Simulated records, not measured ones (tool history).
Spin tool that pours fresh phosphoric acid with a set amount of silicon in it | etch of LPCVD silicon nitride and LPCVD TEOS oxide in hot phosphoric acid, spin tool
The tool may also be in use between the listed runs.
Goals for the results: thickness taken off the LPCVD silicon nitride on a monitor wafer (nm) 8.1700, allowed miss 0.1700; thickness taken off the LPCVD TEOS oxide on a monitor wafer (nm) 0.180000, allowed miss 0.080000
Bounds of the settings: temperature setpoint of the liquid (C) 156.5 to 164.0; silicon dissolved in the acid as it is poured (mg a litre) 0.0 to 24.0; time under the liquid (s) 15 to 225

| run | hour | temperature setpoint of the liquid (C) | silicon dissolved in the acid as it is poured (mg a litre) | time under the liquid (s) | thickness taken off the LPCVD silicon nitride on a monitor wafer (nm) | thickness taken off the LPCVD TEOS oxide on a monitor wafer (nm) |
|---|---|---|---|---|---|---|
| 1 | 0.0 | 159.0 | 10.5 | 115 | 9.8543 | 0.173380 |
| 2 | 8.8 | 158.5 | 9.0 | 110 | 9.2391 | 0.132030 |
| 3 | 16.3 | 159.5 | 9.0 | 110 | 9.4386 | 0.195150 |
| 4 | 24.2 | 159.5 | 8.5 | 105 | 9.1400 | 0.153380 |
| 5 | 31.7 | 159.5 | 8.5 | 120 | 10.4140 | 0.196450 |
| 6 | 40.1 | 161.0 | 8.5 | 120 | 10.9350 | 0.213740 |
| 7 | 45.7 | 160.5 | 7.0 | 115 | 10.3070 | 0.200600 |
| 8 | 47.9 | 160.0 | 7.0 | 110 | 9.7262 | 0.187130 |
| 9 | 49.4 | 160.0 | 6.0 | 105 | 9.2630 | 0.210390 |
| 10 | 52.9 | 159.5 | 5.5 | 105 | 9.1633 | 0.234190 |
| 11 | 60.8 | 157.0 | 12.5 | 100 | 7.9887 | 0.130720 |
| 12 | 66.3 | 157.0 | 11.0 | 100 | 8.0147 | 0.098592 |

Which single option among these 4 for the next run brings every result within its allowed miss of target? Just one does.
| A | 71.8 | 160.5 | 10.0 | 90 | ? | ? |
| B | 71.8 | 161.5 | 13.5 | 85 | ? | ? |
| C | 71.8 | 162.5 | 10.0 | 80 | ? | ? |
| D | 71.8 | 162.5 | 12.5 | 80 | ? | ? |

| move | thickness taken off the LPCVD silicon nitride on a monitor wafer (nm) | thickness taken off the LPCVD TEOS oxide on a monitor wafer (nm) |
|---|---|---|
| A | 8.1178 | 0.131130 |
| B | 7.9274 | 0.122960 |
| C | 7.7136 | 0.135040 |
| D | 7.7136 | 0.127540 |
A: every result lands within tolerance
B: corrects the largest miss of the last run, while another result sits out of spec
C: corrects the largest miss of the last run, while another result sits out of spec
D: corrects the largest miss of the last run, while another result sits out of spec
A meets every target.

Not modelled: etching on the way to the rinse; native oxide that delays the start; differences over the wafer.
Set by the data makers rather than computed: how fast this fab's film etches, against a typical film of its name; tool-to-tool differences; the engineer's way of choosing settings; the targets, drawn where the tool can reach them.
